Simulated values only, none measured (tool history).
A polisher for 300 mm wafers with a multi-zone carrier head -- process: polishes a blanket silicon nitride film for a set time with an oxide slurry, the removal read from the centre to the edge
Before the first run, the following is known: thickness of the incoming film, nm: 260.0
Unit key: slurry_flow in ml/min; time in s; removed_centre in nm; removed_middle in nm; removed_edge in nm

run    day  slurry_flow  centre_zone  middle_zone  edge_zone  slurry_solids  time  removed_centre  removed_middle  removed_edge
  1      0          150            1            1          1              1    38          25.414          25.865        25.455
  2  0.212          150            1            1       1.07              1    38          25.244          25.448        26.215
  3  0.408          150         1.06            1       1.07              1    38          26.631          25.258        26.379
  4  0.625          150         1.06            1       1.15              1    38          27.151          25.763        27.081
  5  0.779          150         1.06            1       1.15           1.15    38          28.406          26.856        28.531
  6  1.092          150         1.06            1       1.08           1.15    38          28.336          26.792        27.352

For run 7, what comes out?
  7  1.429          155         1.06         0.96       1.11           1.25    40               ?               ?             ?

For run 7 the tool returned removed_centre 31.103 nm, removed_middle 28.08 nm, removed_edge 30.821 nm.

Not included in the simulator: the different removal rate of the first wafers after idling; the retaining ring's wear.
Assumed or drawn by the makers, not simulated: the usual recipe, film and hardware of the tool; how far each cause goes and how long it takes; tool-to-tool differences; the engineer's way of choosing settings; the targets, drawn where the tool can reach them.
